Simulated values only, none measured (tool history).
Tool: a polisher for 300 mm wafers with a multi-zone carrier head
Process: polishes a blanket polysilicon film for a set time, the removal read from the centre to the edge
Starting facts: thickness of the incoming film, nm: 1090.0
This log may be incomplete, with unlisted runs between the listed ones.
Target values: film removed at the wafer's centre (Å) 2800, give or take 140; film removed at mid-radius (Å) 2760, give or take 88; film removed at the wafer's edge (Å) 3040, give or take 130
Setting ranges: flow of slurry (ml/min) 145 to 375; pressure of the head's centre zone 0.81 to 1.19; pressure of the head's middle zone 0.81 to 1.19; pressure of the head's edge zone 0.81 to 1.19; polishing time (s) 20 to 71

run	day	flow of slurry (ml/min)	pressure of the head's centre zone	pressure of the head's middle zone	pressure of the head's edge zone	polishing time (s)	film removed at the wafer's centre (Å)	film removed at mid-radius (Å)	film removed at the wafer's edge (Å)
1	0	240	1	1	1	45	3919	3988.9	3897.1
2	0.354	240	0.93	1	1	45	3825	3898.3	3798.4
3	0.6	235	0.92	0.99	1.01	44	3589.8	3816.2	3849.1
4	0.9	235	0.92	0.99	1.01	50	4092.6	4316.6	4283.9
5	1.083	260	0.92	0.99	1.01	50	4101.5	4356.9	4308.3
6	1.271	260	0.84	0.99	1.01	50	3752.2	4308.2	4354.5
7	1.608	260	0.84	0.97	1	48	3706.7	4156.3	4161.3
8	1.717	255	0.84	0.95	1	46	3519.2	3934.1	3982.3
9	1.804	250	0.85	0.93	1	44	3501.6	3668.9	3736.3
10	1.854	245	0.85	0.92	1.01	43	3295.6	3646.6	3614.2
11	2.183	260	0.85	0.91	1.01	42	3289.8	3488.5	3696.1

Next run, 5 choices. One meets every target within its allowed miss, the rest don't. Which?
A	2.512	240	0.87	0.98	0.97	37	?	?	?
B	2.512	250	0.88	0.81	0.99	35	?	?	?
C	2.512	145	0.95	0.92	0.81	36	?	?	?
D	2.512	310	0.83	0.91	1.01	55	?	?	?
E	2.512	155	1	0.81	0.93	48	?	?	?

move	film removed at the wafer's centre (Å)	film removed at mid-radius (Å)	film removed at the wafer's edge (Å)
A	2916.4	3183.6	3095.6
B	2793.2	2721.2	2967.9
C	2869	2834.1	2686
D	4280	4640.8	4768
E	4019.9	3551.7	3818.5
A: better than the last run, though not everything is in spec
B: in spec on every target
C: brings the result that was furthest off to its target, and leaves another outside
D: misses by more than the last run did
E: misses by more than the last run did
The move that meets every target is B.

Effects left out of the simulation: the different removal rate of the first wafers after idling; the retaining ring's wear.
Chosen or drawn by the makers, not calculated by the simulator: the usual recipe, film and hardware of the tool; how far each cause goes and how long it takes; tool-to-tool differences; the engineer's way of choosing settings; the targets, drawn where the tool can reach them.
